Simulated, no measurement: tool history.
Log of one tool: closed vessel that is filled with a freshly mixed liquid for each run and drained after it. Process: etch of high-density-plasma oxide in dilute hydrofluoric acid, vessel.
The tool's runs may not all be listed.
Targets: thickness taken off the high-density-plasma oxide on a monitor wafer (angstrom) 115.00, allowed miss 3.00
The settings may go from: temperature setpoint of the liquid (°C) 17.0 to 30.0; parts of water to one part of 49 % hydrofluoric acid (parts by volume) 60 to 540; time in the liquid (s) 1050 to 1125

| run | hour | temperature setpoint of the liquid (°C) | parts of water to one part of 49 % hydrofluoric acid (parts by volume) | time in the liquid (s) | thickness taken off the high-density-plasma oxide on a monitor wafer (angstrom) |
|---|---|---|---|---|---|
| 1 | 0.0 | 22.0 | 300 | 1050 | 158.32 |
| 2 | 8.7 | 21.5 | 305 | 1050 | 150.47 |
| 3 | 16.4 | 21.5 | 390 | 1050 | 109.26 |
| 4 | 23.6 | 21.5 | 310 | 1050 | 147.87 |
| 5 | 25.4 | 21.0 | 315 | 1050 | 142.54 |
| 6 | 27.7 | 20.5 | 315 | 1050 | 139.72 |
| 7 | 36.6 | 20.0 | 315 | 1050 | 137.53 |
| 8 | 43.9 | 17.0 | 340 | 1050 | 110.87 |

Which of these 5 next moves meets every target?
| A | 51.2 | 18.5 | 360 | 1050 | ? |
| B | 51.2 | 17.0 | 315 | 1050 | ? |
| C | 51.2 | 17.0 | 330 | 1050 | ? |
| D | 51.2 | 17.0 | 335 | 1125 | ? |
| E | 51.2 | 17.0 | 335 | 1115 | ? |

| move | thickness taken off the high-density-plasma oxide on a monitor wafer (angstrom) |
|---|---|
| A | 108.25 |
| B | 121.49 |
| C | 114.55 |
| D | 120.41 |
| E | 119.34 |
A: further off than the last run
B: takes the result that was furthest off past its target
C: meets every target
D: takes the result that was furthest off past its target
E: takes the result that was furthest off past its target
Move C is the one to make.

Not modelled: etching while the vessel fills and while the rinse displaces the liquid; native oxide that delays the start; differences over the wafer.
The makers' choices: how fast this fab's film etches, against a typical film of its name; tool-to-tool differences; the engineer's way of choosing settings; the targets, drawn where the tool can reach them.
